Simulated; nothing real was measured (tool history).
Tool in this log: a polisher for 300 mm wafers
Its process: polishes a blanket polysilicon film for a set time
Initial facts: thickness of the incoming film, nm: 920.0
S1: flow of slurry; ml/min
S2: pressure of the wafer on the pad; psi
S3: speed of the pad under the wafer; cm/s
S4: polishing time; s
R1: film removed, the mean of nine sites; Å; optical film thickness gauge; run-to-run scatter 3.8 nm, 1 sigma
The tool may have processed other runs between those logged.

run  hour   S1   S2  S3  S4      R1
  1   0.0  220  3.3  92  49  4306.1
  2   6.2  175  3.3  92  49  4238.9
  3  14.1  220  3.3  92  49  4367.6
  4  22.2  220  3.7  92  49  4945.4
  5  27.6  220  3.3  92  49  4356.3
  6  32.2  220  3.1  92  49  4149.9
  7  41.1  215  3.0  92  49  3902.8
  8  47.4  215  2.9  92  49  3849.4

What does the tool deliver on the next run?
  9  48.2  215  2.9  92  49   ?

{"run 9": {"R1": 3794.2}}

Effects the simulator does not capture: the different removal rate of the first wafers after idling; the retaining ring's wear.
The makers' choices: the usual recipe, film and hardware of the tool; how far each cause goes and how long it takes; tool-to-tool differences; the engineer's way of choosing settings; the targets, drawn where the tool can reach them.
